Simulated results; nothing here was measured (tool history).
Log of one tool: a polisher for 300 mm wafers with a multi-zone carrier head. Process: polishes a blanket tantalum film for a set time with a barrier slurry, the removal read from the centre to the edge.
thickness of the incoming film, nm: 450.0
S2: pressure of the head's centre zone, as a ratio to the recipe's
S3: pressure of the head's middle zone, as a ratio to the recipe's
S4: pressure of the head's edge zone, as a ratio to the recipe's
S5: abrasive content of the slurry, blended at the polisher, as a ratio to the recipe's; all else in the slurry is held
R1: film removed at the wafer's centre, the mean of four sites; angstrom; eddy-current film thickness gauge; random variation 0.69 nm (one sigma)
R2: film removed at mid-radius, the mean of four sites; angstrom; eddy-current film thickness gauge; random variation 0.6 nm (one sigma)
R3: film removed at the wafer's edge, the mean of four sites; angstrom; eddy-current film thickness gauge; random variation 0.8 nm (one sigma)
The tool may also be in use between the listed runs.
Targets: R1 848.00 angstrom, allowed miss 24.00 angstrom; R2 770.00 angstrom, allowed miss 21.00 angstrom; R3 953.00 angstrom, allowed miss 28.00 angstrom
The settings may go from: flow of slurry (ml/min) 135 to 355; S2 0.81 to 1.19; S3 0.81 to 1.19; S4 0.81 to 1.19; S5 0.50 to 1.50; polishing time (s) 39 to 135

{"run": 1, "hour": 0.0, "flow of slurry (ml/min)": 225, "S2": 1.0, "S3": 1.0, "S4": 1.0, "S5": 1.0, "polishing time (s)": 87, "R1": 908.1, "R2": 928.47, "R3": 925.97}
{"run": 2, "hour": 7.2, "flow of slurry (ml/min)": 225, "S2": 1.0, "S3": 1.0, "S4": 1.0, "S5": 1.0, "polishing time (s)": 96, "R1": 1002.4, "R2": 1017.8, "R3": 1025.0}
{"run": 3, "hour": 15.7, "flow of slurry (ml/min)": 210, "S2": 0.99, "S3": 0.95, "S4": 1.01, "S5": 0.95, "polishing time (s)": 96, "R1": 963.89, "R2": 947.0, "R3": 998.11}
{"run": 4, "hour": 18.8, "flow of slurry (ml/min)": 210, "S2": 0.99, "S3": 0.95, "S4": 1.01, "S5": 1.05, "polishing time (s)": 96, "R1": 995.06, "R2": 996.74, "R3": 1038.4}
{"run": 5, "hour": 23.4, "flow of slurry (ml/min)": 200, "S2": 0.98, "S3": 0.91, "S4": 1.03, "S5": 0.95, "polishing time (s)": 96, "R1": 951.23, "R2": 918.63, "R3": 1005.2}
{"run": 6, "hour": 28.6, "flow of slurry (ml/min)": 200, "S2": 0.93, "S3": 0.91, "S4": 1.03, "S5": 0.95, "polishing time (s)": 96, "R1": 905.43, "R2": 910.47, "R3": 1004.9}
{"run": 7, "hour": 31.0, "flow of slurry (ml/min)": 190, "S2": 0.93, "S3": 0.88, "S4": 1.04, "S5": 0.9, "polishing time (s)": 96, "R1": 872.68, "R2": 854.89, "R3": 983.87}
{"run": 8, "hour": 35.2, "flow of slurry (ml/min)": 180, "S2": 0.93, "S3": 0.86, "S4": 1.04, "S5": 0.9, "polishing time (s)": 96, "R1": 870.88, "R2": 843.7, "R3": 984.42}

Which of these 4 next moves meets every target?
{"run": "A", "hour": 39.4, "flow of slurry (ml/min)": 140, "S2": 0.97, "S3": 0.96, "S4": 0.94, "S5": 0.9, "polishing time (s)": 101, "R1": "?", "R2": "?", "R3": "?"}
{"run": "B", "hour": 39.4, "flow of slurry (ml/min)": 185, "S2": 0.94, "S3": 0.95, "S4": 0.99, "S5": 1.0, "polishing time (s)": 90, "R1": "?", "R2": "?", "R3": "?"}
{"run": "C", "hour": 39.4, "flow of slurry (ml/min)": 200, "S2": 0.95, "S3": 0.95, "S4": 1.0, "S5": 0.8, "polishing time (s)": 98, "R1": "?", "R2": "?", "R3": "?"}
{"run": "D", "hour": 39.4, "flow of slurry (ml/min)": 230, "S2": 0.92, "S3": 0.81, "S4": 1.04, "S5": 0.7, "polishing time (s)": 102, "R1": "?", "R2": "?", "R3": "?"}

move=A R1=911.90 R2=931.51 R3=961.38
move=B R1=866.40 R2=897.07 R3=945.60
move=C R1=878.17 R2=899.65 R3=950.29
move=D R1=844.76 R2=779.60 R3=954.93
A: further off than the last run
B: further off than the last run
C: further off than the last run
D: meets every target
Answer: D

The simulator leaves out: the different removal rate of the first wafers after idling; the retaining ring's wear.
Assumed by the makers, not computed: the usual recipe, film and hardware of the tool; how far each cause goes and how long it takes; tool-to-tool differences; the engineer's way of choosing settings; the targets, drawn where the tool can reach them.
